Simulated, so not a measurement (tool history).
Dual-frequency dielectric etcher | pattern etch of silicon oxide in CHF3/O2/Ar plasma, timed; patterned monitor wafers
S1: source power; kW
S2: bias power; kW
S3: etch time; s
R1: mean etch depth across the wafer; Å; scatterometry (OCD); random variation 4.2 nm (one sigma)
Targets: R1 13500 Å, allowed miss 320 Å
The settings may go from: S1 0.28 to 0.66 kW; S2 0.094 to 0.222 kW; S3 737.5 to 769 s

Run 1, hour 0: S1 0.47 kW, S2 0.158 kW, S3 737.5 s. Result: R1 12044 Å.
Run 2, hour 0.8: S1 0.47 kW, S2 0.158 kW, S3 737.5 s. Result: R1 12064 Å.
Run 3, hour 7: S1 0.48 kW, S2 0.159 kW, S3 738 s. Result: R1 12174 Å.
Run 4, hour 10: S1 0.4 kW, S2 0.159 kW, S3 738 s. Result: R1 11278 Å.
Run 5, hour 18.8: S1 0.32 kW, S2 0.159 kW, S3 738 s. Result: R1 10225 Å.
Run 6, hour 25: S1 0.28 kW, S2 0.159 kW, S3 738 s. Result: R1 9608 Å.
Run 7, hour 32.2: S1 0.31 kW, S2 0.161 kW, S3 738.5 s. Result: R1 10160 Å.
Run 8, hour 36.8: S1 0.34 kW, S2 0.163 kW, S3 739 s. Result: R1 10605 Å.
Run 9, hour 37.9: S1 0.37 kW, S2 0.164 kW, S3 739 s. Result: R1 11027 Å.
Run 10, hour 41.5: S1 0.39 kW, S2 0.165 kW, S3 739 s. Result: R1 11336 Å.
Run 11, hour 50.6: S1 0.49 kW, S2 0.179 kW, S3 742 s. Result: R1 12868 Å.
Run 12, hour 56.8: S1 0.5 kW, S2 0.179 kW, S3 742 s. Result: R1 13026 Å.

Which of these 4 next moves meets every target?
Run A, hour 63: S1 0.59 kW, S2 0.152 kW, S3 769 s. Result: R1 ?.
Run B, hour 63: S1 0.49 kW, S2 0.167 kW, S3 737.5 s. Result: R1 ?.
Run C, hour 63: S1 0.47 kW, S2 0.18 kW, S3 746 s. Result: R1 ?.
Run D, hour 63: S1 0.4 kW, S2 0.197 kW, S3 764.5 s. Result: R1 ?.

move     R1
   A  13643
   B  12514
   C  12783
   D  12651
A: meets every target
B: further off than the last run
C: further off than the last run
D: further off than the last run
Answer: A
